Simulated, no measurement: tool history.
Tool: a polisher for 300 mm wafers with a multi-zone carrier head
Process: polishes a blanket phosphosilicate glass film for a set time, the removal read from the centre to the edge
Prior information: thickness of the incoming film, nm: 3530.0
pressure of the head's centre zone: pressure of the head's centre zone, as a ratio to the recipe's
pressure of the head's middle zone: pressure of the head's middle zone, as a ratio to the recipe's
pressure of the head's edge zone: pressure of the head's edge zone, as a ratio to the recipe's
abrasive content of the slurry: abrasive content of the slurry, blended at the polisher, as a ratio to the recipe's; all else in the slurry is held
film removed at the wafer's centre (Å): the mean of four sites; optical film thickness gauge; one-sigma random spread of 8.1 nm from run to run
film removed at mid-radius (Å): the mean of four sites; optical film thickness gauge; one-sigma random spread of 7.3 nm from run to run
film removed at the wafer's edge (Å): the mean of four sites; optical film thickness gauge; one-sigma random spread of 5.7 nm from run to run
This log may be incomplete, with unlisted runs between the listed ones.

run  hour  flow of slurry (ml/min)  pressure of the head's centre zone  pressure of the head's middle zone  pressure of the head's edge zone  abrasive content of the slurry  polishing time (s)  film removed at the wafer's centre (Å)  film removed at mid-radius (Å)  film removed at the wafer's edge (Å)
  1   0.0                      140                                1.00                                1.00                              1.00                            1.00                  88                                  9488.1                          9149.9                                8936.8
  2   1.9                      140                                1.00                                1.00                              1.00                            0.85                  88                                  9271.7                          8473.7                                8458.2
  3   8.5                      140                                1.00                                1.00                              1.00                            0.85                 101                                 10355.0                          9823.6                                9729.1
  4  14.2                      135                                0.98                                1.00                              0.99                            0.80                  97                                  9453.9                          9214.3                                8767.6
  5  15.2                      135                                0.98                                1.00                              1.03                            0.80                  97                                  9487.9                          9165.9                                9241.9
  6  16.1                      130                                0.96                                0.98                              1.02                            0.75                  95                                  8875.9                          8287.8                                8775.7
     21.0  -- centre zone pressure recalibrated
  7  21.0                      125                                0.94                                0.98                              1.00                            0.70                  93                                  7865.9                          8131.6                                8092.7
  8  27.7                      125                                0.94                                0.96                              0.99                            0.65                  91                                  7258.9                          7578.3                                7722.9
  9  30.4                      125                                0.95                                0.95                              0.97                            0.65                  89                                  7382.6                          7390.2                                7577.8
 10  33.1                      125                                0.95                                0.94                              0.96                            0.65                  87                                  6939.0                          7014.8                                7304.9
 11  35.8                      125                                0.95                                0.94                              0.95                            0.65                  86                                  7080.9                          7118.2                                7156.4
 12  38.2                      125                                0.95                                0.93                              0.94                            0.65                  85                                  7086.7                          6901.3                                7077.1

Run 13 comes next. What will it give?
 13  46.2                      105                                0.88                                0.93                              0.86                            0.50                  76                                       ?                               ?                                     ?

{"run 13": {"film removed at the wafer's centre (Å)": 5025.0, "film removed at mid-radius (Å)": 5363.1, "film removed at the wafer's edge (Å)": 5360.9}}

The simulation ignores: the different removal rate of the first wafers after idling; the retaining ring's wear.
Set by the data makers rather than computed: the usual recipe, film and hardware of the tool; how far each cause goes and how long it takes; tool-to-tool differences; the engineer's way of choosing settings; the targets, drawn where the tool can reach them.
